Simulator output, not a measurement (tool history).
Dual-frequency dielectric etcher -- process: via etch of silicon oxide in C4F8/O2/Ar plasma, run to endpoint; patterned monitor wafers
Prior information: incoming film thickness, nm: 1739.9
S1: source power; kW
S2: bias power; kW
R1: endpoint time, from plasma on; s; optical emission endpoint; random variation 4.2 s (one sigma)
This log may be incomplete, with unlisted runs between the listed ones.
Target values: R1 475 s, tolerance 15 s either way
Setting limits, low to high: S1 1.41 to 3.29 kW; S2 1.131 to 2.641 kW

run,hour,S1,S2,R1
1,0,2.35,1.886,353.65
2,1.9,2.35,1.645,369.81
3,7.1,2.17,1.645,389.93
4,14.5,2.56,1.645,354.83
5,18,2.29,1.547,378.29
6,18.8,2.06,1.458,412.53
7,24.7,1.93,1.427,427.61
8,26.7,1.83,1.404,437.21
9,28.6,1.75,1.383,453.11
10,36.4,1.55,1.331,491.13

4 candidate next runs follow, results not yet known. Just one meets every target within its allowed miss. Identify it.
A,44.2,1.8,1.453,?
B,44.2,1.87,1.405,?
C,44.2,1.65,1.312,?
D,44.2,1.46,1.321,?

move,R1
A,441.71
B,436.29
C,474.76
D,508.17
A: carries the result that was furthest off beyond its target, to the other side
B: carries the result that was furthest off beyond its target, to the other side
C: meets every target
D: the biggest miss grows against the last run
C meets every target.
